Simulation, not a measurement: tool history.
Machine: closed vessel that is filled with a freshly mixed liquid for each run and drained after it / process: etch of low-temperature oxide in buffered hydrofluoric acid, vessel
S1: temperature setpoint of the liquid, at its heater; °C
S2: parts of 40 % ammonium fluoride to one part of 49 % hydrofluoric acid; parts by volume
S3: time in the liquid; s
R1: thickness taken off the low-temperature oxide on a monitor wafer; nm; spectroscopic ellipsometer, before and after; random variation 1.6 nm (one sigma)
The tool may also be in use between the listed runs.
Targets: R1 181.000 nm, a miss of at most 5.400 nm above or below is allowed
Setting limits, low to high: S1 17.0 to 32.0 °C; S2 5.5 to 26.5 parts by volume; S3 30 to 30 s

run	hour	S1	S2	S3	R1
1	0.0	24.0	16.0	30	89.928
2	0.9	24.0	16.0	30	90.691
3	7.1	24.0	16.0	30	90.672
4	12.1	24.0	16.0	30	90.269
5	16.5	21.0	16.0	30	77.068
6	20.1	24.5	14.5	30	102.860
7	20.7	24.5	14.5	30	103.080
8	25.3	24.5	14.5	30	101.500
9	29.1	27.0	13.5	30	125.040

5 next moves are on the table. One of them brings every result within its allowed miss. Which?
A	32.9	27.5	7.5	30	?
B	32.9	27.5	8.0	30	?
C	32.9	27.5	11.5	30	?
D	32.9	24.5	15.0	30	?
E	32.9	26.0	8.5	30	?

move	R1
A	221.650
B	206.720
C	148.630
D	97.485
E	178.650
A: carries the result that was furthest off beyond its target, to the other side
B: carries the result that was furthest off beyond its target, to the other side
C: closes in on the targets versus the last run, not all within tolerance yet
D: its largest miss is bigger than the last run's
E: every result lands within tolerance
So the answer is move E, the one that meets all the targets.

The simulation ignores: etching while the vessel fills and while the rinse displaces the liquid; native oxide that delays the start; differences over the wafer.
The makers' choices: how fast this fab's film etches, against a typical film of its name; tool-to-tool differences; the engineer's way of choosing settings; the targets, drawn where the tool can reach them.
